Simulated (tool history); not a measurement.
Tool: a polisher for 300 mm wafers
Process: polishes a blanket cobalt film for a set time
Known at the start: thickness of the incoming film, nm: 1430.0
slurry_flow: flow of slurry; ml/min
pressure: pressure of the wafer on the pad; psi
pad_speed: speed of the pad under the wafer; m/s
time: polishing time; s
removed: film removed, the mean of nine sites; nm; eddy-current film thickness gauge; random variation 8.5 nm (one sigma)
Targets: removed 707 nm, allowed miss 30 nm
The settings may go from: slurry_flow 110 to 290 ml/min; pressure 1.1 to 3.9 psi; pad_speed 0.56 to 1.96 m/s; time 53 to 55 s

{"run": 1, "hour": 0.0, "slurry_flow": 185, "pressure": 2.5, "pad_speed": 1.26, "time": 53, "removed": 371.23}
{"run": 2, "hour": 6.8, "slurry_flow": 185, "pressure": 2.9, "pad_speed": 1.3, "time": 53, "removed": 451.21}
{"run": 3, "hour": 13.9, "slurry_flow": 185, "pressure": 3.2, "pad_speed": 1.32, "time": 53, "removed": 494.88}
{"run": 4, "hour": 19.5, "slurry_flow": 185, "pressure": 3.2, "pad_speed": 1.32, "time": 53, "removed": 491.68}
{"run": 5, "hour": 22.1, "slurry_flow": 185, "pressure": 3.2, "pad_speed": 1.06, "time": 53, "removed": 405.11}
{"hour": 25.7, "done": "head pressure recalibrated"}
{"run": 6, "hour": 25.7, "slurry_flow": 185, "pressure": 3.4, "pad_speed": 1.18, "time": 53, "removed": 503.9}
{"run": 7, "hour": 30.0, "slurry_flow": 190, "pressure": 3.9, "pad_speed": 1.3, "time": 53, "removed": 648.03}
{"run": 8, "hour": 33.1, "slurry_flow": 190, "pressure": 3.9, "pad_speed": 1.34, "time": 53, "removed": 653.44}

4 next moves are on the table. One of them brings every result within its allowed miss. Which?
{"run": "A", "hour": 36.2, "slurry_flow": 210, "pressure": 3.9, "pad_speed": 1.08, "time": 53, "removed": "?"}
{"run": "B", "hour": 36.2, "slurry_flow": 205, "pressure": 3.9, "pad_speed": 1.38, "time": 55, "removed": "?"}
{"run": "C", "hour": 36.2, "slurry_flow": 210, "pressure": 3.5, "pad_speed": 1.34, "time": 53, "removed": "?"}
{"run": "D", "hour": 36.2, "slurry_flow": 185, "pressure": 3.9, "pad_speed": 1.26, "time": 55, "removed": "?"}

move=A removed=543.13
move=B removed=712.36
move=C removed=602.25
move=D removed=642.26
A: further off than the last run
B: meets every target
C: further off than the last run
D: further off than the last run
The right move is B.

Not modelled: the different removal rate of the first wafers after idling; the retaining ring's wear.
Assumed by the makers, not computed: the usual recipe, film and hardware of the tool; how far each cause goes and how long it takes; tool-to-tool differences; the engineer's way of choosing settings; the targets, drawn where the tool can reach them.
